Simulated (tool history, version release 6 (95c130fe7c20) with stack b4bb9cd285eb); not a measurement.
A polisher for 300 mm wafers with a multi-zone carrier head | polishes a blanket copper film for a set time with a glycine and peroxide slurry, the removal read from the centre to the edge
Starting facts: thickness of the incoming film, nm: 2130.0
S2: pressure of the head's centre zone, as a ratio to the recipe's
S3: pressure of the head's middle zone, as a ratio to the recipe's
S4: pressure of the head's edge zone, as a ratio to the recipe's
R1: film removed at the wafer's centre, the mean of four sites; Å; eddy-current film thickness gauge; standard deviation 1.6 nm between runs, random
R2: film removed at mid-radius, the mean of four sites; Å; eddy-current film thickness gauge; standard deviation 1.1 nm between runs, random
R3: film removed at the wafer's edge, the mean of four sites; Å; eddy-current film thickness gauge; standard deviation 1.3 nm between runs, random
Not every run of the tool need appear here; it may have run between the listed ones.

{"run": 1, "hour": 0.0, "flow of slurry (ml/min)": 175, "S2": 1, "S3": 1, "S4": 1, "polishing time (s)": 40, "R1": 2061.8, "R2": 2005.2, "R3": 1995.3}
{"run": 2, "hour": 8.1, "flow of slurry (ml/min)": 175, "S2": 1, "S3": 1, "S4": 1.05, "polishing time (s)": 40, "R1": 2020.9, "R2": 1993.1, "R3": 2044.1}
{"run": 3, "hour": 15.9, "flow of slurry (ml/min)": 175, "S2": 1, "S3": 0.96, "S4": 1.05, "polishing time (s)": 40, "R1": 2054.4, "R2": 1915.1, "R3": 2047}
{"run": 4, "hour": 24.9, "flow of slurry (ml/min)": 170, "S2": 0.99, "S3": 0.95, "S4": 1.02, "polishing time (s)": 36, "R1": 1832, "R2": 1749.5, "R3": 1808.4}
{"run": 5, "hour": 30.9, "flow of slurry (ml/min)": 170, "S2": 0.99, "S3": 0.88, "S4": 1.02, "polishing time (s)": 36, "R1": 1856.1, "R2": 1600, "R3": 1809.3}
{"hour": 36.2, "done": "worn pad replaced by a new one"}
{"run": 6, "hour": 36.2, "flow of slurry (ml/min)": 165, "S2": 0.98, "S3": 0.87, "S4": 0.99, "polishing time (s)": 33, "R1": 1712.4, "R2": 1560.9, "R3": 1750}

Expected results for the next run?
{"run": 7, "hour": 44.4, "flow of slurry (ml/min)": 155, "S2": 1.01, "S3": 0.9, "S4": 1.02, "polishing time (s)": 30, "R1": "?", "R2": "?", "R3": "?"}

R1: 1588.8 Å
R2: 1431.5 Å
R3: 1596.7 Å

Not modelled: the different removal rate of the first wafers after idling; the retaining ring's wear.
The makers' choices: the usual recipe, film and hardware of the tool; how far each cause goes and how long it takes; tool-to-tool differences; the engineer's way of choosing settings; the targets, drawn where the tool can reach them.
